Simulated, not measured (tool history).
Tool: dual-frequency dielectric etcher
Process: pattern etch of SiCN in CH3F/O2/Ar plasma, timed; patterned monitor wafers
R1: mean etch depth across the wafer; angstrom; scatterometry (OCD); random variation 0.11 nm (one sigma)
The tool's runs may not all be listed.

Run 1, hour 0.0: source power (kW) 0.440, bias power (kW) 0.080, etch time (s) 44. Result: R1 184.53 angstrom.
Run 2, hour 2.1: source power (kW) 0.410, bias power (kW) 0.079, etch time (s) 44. Result: R1 180.56 angstrom.
Run 3, hour 5.0: source power (kW) 0.390, bias power (kW) 0.078, etch time (s) 44. Result: R1 173.88 angstrom.
Run 4, hour 6.5: source power (kW) 0.390, bias power (kW) 0.090, etch time (s) 44. Result: R1 183.54 angstrom.
Run 5, hour 10.2: source power (kW) 0.390, bias power (kW) 0.090, etch time (s) 44. Result: R1 185.76 angstrom.
Run 6, hour 16.9: source power (kW) 0.360, bias power (kW) 0.089, etch time (s) 44. Result: R1 178.87 angstrom.
Run 7, hour 21.4: source power (kW) 0.340, bias power (kW) 0.088, etch time (s) 44. Result: R1 174.36 angstrom.

The next listed run, before its measurement:
Run 8, hour 26.4: source power (kW) 0.330, bias power (kW) 0.088, etch time (s) 44. Result: R1 ?.

{"run 8": {"R1": 170.17}}
